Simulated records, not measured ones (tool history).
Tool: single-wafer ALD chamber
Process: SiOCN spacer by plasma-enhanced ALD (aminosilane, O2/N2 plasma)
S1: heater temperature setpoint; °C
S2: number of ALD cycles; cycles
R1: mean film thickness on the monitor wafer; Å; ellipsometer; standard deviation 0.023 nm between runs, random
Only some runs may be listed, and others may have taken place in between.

run,day,S1,S2,R1
1,0,395,112,71.892
2,0.092,391,112,71.905
3,0.238,391,110,70.299
4,0.612,391,98,62.681
5,0.904,399,98,62.895
6,1.279,399,105,67.295
7,1.662,399,104,66.47

For run 8, what comes out?
8,1.825,399,103,?

Run 8 measured R1 65.951 Å.
